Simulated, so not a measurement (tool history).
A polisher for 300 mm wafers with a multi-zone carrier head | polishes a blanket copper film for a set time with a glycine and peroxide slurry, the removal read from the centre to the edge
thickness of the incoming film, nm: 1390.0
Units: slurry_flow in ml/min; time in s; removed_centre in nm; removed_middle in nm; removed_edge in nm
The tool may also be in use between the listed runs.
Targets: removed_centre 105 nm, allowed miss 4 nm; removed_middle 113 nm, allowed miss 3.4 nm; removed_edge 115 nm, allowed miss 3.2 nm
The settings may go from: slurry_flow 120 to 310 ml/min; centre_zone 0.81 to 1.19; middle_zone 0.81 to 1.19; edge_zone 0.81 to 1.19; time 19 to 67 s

run,hour,slurry_flow,centre_zone,middle_zone,edge_zone,time,removed_centre,removed_middle,removed_edge
1,0,200,1,1,1,43,172.76,176.38,181.89
2,2.8,160,1,1,1,43,168.71,172.75,176.62
3,3.5,160,1,1.08,1,43,170.19,186.89,175.98
4,5.9,155,0.98,1.04,0.97,39,148.82,162.03,155.8
5,14.4,150,0.96,1.01,0.94,37,138,148.53,145.76
6,21.8,145,0.94,0.99,0.91,35,127.92,139.03,136.45
7,30.3,140,0.93,0.97,0.89,34,122.07,132.12,131.34
8,33.2,145,0.89,0.91,0.83,28,97.142,103.45,104.74
9,34.7,150,0.9,0.92,0.86,28,98.302,104.21,106.36
10,42.4,150,0.91,0.93,0.88,28,100.7,106.32,107.18
11,46.5,145,0.91,0.94,0.9,28,97.208,105.11,108.04
12,49.2,155,0.92,0.95,0.91,28,102.01,108.7,108.09
13,54.5,150,0.92,0.95,0.92,28,103.01,106.88,110.67

Which of these 5 next moves meets every target?
A,59.8,170,1,0.93,0.97,26,?,?,?
B,59.8,175,0.92,0.85,1.05,27,?,?,?
C,59.8,180,0.91,0.95,0.92,29,?,?,?
D,59.8,155,0.99,1.03,0.88,27,?,?,?
E,59.8,130,0.9,1.02,0.92,30,?,?,?

move,removed_centre,removed_middle,removed_edge
A,102.31,100.19,105.9
B,98.04,96.977,114.73
C,104.65,114.67,115.83
D,103.76,111.98,104.01
E,101.72,120.31,115.78
A: further off than the last run
B: further off than the last run
C: meets every target
D: brings the result that was furthest off to its target, and leaves another outside
E: takes the result that was furthest off past its target
The right move is C.

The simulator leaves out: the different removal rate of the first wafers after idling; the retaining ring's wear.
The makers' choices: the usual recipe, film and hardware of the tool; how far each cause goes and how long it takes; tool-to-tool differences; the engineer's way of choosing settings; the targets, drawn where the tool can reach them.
